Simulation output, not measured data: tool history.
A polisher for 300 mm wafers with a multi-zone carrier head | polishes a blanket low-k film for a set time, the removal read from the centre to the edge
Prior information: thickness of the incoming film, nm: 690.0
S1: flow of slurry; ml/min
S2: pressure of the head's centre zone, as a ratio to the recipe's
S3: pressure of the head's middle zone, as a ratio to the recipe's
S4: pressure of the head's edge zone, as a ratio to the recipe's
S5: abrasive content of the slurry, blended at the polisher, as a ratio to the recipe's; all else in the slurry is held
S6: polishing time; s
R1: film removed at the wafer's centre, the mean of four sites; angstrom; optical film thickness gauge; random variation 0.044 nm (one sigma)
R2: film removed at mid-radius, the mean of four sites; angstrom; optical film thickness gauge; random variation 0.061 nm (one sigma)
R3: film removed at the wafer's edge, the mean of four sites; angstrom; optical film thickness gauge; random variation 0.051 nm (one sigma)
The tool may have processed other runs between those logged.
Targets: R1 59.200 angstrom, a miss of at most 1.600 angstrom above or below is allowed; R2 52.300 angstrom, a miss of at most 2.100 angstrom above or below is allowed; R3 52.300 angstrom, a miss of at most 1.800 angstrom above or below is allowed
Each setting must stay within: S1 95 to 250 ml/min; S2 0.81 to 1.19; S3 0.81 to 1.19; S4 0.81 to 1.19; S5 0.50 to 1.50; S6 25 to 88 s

run	hour	S1	S2	S3	S4	S5	S6	R1	R2	R3
1	0.0	160	1.00	1.00	1.00	1.00	56	142.440	151.040	142.280
2	4.5	180	1.00	1.00	1.00	1.00	56	147.060	148.760	142.010
3	11.3	210	1.00	1.00	1.00	1.00	56	150.280	155.020	143.840
4	13.9	210	1.03	1.00	1.00	1.00	56	153.470	153.830	146.820
5	17.1	210	1.03	1.05	1.00	1.00	56	155.930	158.550	147.530
6	20.5	185	1.02	0.99	0.96	0.90	49	124.170	122.330	117.920
7	26.1	165	1.02	0.97	0.93	0.80	43	101.540	98.685	92.541
8	32.2	160	1.01	0.94	0.92	0.75	39	87.270	82.920	80.522
9	37.9	155	1.00	0.92	0.90	0.70	37	77.006	75.088	73.666

Next run, 4 choices. One meets every target within its allowed miss, the rest don't. Which?
A	43.6	185	1.03	1.02	0.81	0.65	26	?	?	?
B	43.6	175	1.01	0.85	0.81	0.75	26	?	?	?
C	43.6	150	1.08	1.07	0.86	0.65	26	?	?	?
D	43.6	150	0.96	0.81	0.90	0.60	32	?	?	?

move	R1	R2	R3
A	56.635	56.750	47.853
B	59.960	52.656	51.920
C	57.100	57.249	47.989
D	59.873	53.126	57.518
A: moves the result that the last run missed by most past its target, out the other side
B: every result lands within tolerance
C: moves the result that the last run missed by most past its target, out the other side
D: an improvement on the last run, though not all results are within tolerance
B meets every target.
